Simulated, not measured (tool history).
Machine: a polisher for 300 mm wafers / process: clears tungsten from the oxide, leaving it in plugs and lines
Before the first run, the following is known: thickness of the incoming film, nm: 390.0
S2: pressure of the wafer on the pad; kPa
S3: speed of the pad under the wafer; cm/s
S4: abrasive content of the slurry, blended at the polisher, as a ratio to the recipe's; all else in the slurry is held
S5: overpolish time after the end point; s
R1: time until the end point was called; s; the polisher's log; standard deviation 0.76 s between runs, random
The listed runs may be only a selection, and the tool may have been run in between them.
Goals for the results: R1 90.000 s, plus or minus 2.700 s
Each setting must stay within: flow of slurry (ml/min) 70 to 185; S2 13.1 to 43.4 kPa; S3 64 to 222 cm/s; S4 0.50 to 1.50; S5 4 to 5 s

run 1 hour=0.0 | flow_of_slurry_(ml/min)=120 S2=28.3 S3=142 S4=1.00 S5=5 | R1=59.599
run 2 hour=4.7 | flow_of_slurry_(ml/min)=120 S2=22.8 S3=142 S4=1.00 S5=5 | R1=70.803
run 3 hour=10.6 | flow_of_slurry_(ml/min)=120 S2=22.8 S3=162 S4=1.00 S5=5 | R1=62.095
run 4 hour=16.2 | flow_of_slurry_(ml/min)=120 S2=22.8 S3=162 S4=1.00 S5=4 | R1=62.004
run 5 hour=22.9 | flow_of_slurry_(ml/min)=120 S2=22.8 S3=198 S4=1.00 S5=4 | R1=50.900
run 6 hour=31.2 | flow_of_slurry_(ml/min)=120 S2=26.9 S3=198 S4=1.00 S5=4 | R1=44.737
-- hour=38.4 slurry nozzle cleaned
run 7 hour=38.4 | flow_of_slurry_(ml/min)=120 S2=26.9 S3=198 S4=1.00 S5=4 | R1=41.825
run 8 hour=39.5 | flow_of_slurry_(ml/min)=115 S2=25.5 S3=194 S4=1.00 S5=4 | R1=45.275
run 9 hour=44.8 | flow_of_slurry_(ml/min)=120 S2=24.1 S3=192 S4=1.00 S5=4 | R1=47.158
run 10 hour=52.9 | flow_of_slurry_(ml/min)=115 S2=22.8 S3=188 S4=1.00 S5=4 | R1=50.106
run 11 hour=57.3 | flow_of_slurry_(ml/min)=120 S2=21.4 S3=186 S4=1.00 S5=4 | R1=53.248
run 12 hour=60.0 | flow_of_slurry_(ml/min)=120 S2=20.7 S3=180 S4=1.00 S5=4 | R1=54.827
run 13 hour=68.3 | flow_of_slurry_(ml/min)=120 S2=20.0 S3=174 S4=1.00 S5=4 | R1=59.045
run 14 hour=77.2 | flow_of_slurry_(ml/min)=120 S2=19.3 S3=170 S4=1.00 S5=4 | R1=61.375
run 15 hour=81.2 | flow_of_slurry_(ml/min)=90 S2=13.1 S3=148 S4=1.00 S5=4 | R1=96.630

Exercise: of the 5 proposed moves below, exactly one satisfies all targets within the stated allowed misses. Which move is it?
run A hour=85.2 | flow_of_slurry_(ml/min)=135 S2=16.5 S3=112 S4=0.85 S5=5 | R1=?
run B hour=85.2 | flow_of_slurry_(ml/min)=105 S2=13.1 S3=142 S4=0.80 S5=4 | R1=?
run C hour=85.2 | flow_of_slurry_(ml/min)=80 S2=15.9 S3=152 S4=0.95 S5=4 | R1=?
run D hour=85.2 | flow_of_slurry_(ml/min)=90 S2=13.1 S3=128 S4=1.00 S5=4 | R1=?
run E hour=85.2 | flow_of_slurry_(ml/min)=100 S2=13.1 S3=134 S4=1.05 S5=4 | R1=?

move=A R1=104.240
move=B R1=102.910
move=C R1=89.305
move=D R1=111.850
move=E R1=102.240
A: moves away from the targets compared with the last run
B: moves away from the targets compared with the last run
C: in spec on every target
D: moves away from the targets compared with the last run
E: moves away from the targets compared with the last run
C meets every target.
